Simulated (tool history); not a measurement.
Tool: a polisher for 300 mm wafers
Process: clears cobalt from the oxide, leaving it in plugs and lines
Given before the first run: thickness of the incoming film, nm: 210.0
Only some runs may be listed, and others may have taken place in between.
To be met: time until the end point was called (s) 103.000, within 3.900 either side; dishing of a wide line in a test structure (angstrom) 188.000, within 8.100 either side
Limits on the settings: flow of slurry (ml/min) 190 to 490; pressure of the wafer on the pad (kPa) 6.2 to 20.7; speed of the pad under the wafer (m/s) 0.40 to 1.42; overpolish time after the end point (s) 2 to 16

| run | day | flow of slurry (ml/min) | pressure of the wafer on the pad (kPa) | speed of the pad under the wafer (m/s) | overpolish time after the end point (s) | time until the end point was called (s) | dishing of a wide line in a test structure (angstrom) |
|---|---|---|---|---|---|---|---|
| 1 | 0.000 | 315 | 13.1 | 0.90 | 8 | 57.792 | 212.940 |
| 2 | 0.117 | 315 | 13.1 | 0.90 | 7 | 58.685 | 191.000 |
| 3 | 0.442 | 315 | 13.1 | 0.78 | 7 | 67.322 | 171.770 |
| 4 | 0.738 | 315 | 13.1 | 0.64 | 7 | 81.393 | 147.630 |
| 5 | 0.796 | 365 | 13.1 | 0.64 | 7 | 81.039 | 147.170 |
| 6 | 0.888 | 365 | 13.1 | 0.64 | 4 | 79.568 | 88.291 |
| 7 | 0.946 | 360 | 9.7 | 0.64 | 8 | 106.840 | 129.920 |
| 8 | 1.092 | 360 | 9.7 | 0.70 | 11 | 99.212 | 180.930 |
| 9 | 1.196 | 350 | 9.7 | 0.70 | 11 | 98.938 | 178.020 |

Which of these 4 next moves meets every target?
| A | 1.300 | 365 | 10.3 | 0.66 | 12 | ? | ? |
| B | 1.300 | 360 | 7.6 | 0.92 | 12 | ? | ? |
| C | 1.300 | 385 | 10.3 | 0.60 | 10 | ? | ? |
| D | 1.300 | 315 | 12.4 | 0.52 | 12 | ? | ? |

| move | time until the end point was called (s) | dishing of a wide line in a test structure (angstrom) |
|---|---|---|
| A | 98.125 | 195.570 |
| B | 95.894 | 199.200 |
| C | 107.060 | 156.390 |
| D | 104.630 | 185.660 |
A: gets the furthest-off result to its target, but another result is out of tolerance
B: takes the result that was furthest off past its target
C: lands further from the targets than the last run did
D: hits every target within its allowed miss
D meets every target.
